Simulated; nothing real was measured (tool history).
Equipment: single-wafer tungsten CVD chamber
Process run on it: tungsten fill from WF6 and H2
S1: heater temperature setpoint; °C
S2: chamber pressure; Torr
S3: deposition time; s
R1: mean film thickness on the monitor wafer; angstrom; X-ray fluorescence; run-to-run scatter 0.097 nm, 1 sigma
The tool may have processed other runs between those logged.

{"run": 1, "hour": 0.0, "S1": 380, "S2": 37.8, "S3": 18.7, "R1": 406.47}
{"run": 2, "hour": 3.8, "S1": 388, "S2": 37.8, "S3": 18.7, "R1": 469.35}
{"run": 3, "hour": 12.1, "S1": 385, "S2": 37.7, "S3": 18.7, "R1": 443.55}
{"run": 4, "hour": 19.5, "S1": 385, "S2": 35.4, "S3": 18.7, "R1": 431.37}
{"run": 5, "hour": 20.9, "S1": 381, "S2": 35.4, "S3": 18.7, "R1": 401.64}
{"run": 6, "hour": 25.8, "S1": 381, "S2": 35.4, "S3": 17.8, "R1": 382.6}
{"run": 7, "hour": 28.6, "S1": 380, "S2": 35.4, "S3": 17.8, "R1": 373.76}
{"run": 8, "hour": 32.2, "S1": 379, "S2": 35.4, "S3": 17.8, "R1": 367.78}
{"run": 9, "hour": 37.8, "S1": 378, "S2": 35.4, "S3": 17.8, "R1": 360.28}

For run 10, what comes out?
{"run": 10, "hour": 45.0, "S1": 377, "S2": 35.4, "S3": 17.8, "R1": "?"}

Run 10 came out at R1 353.13 angstrom.
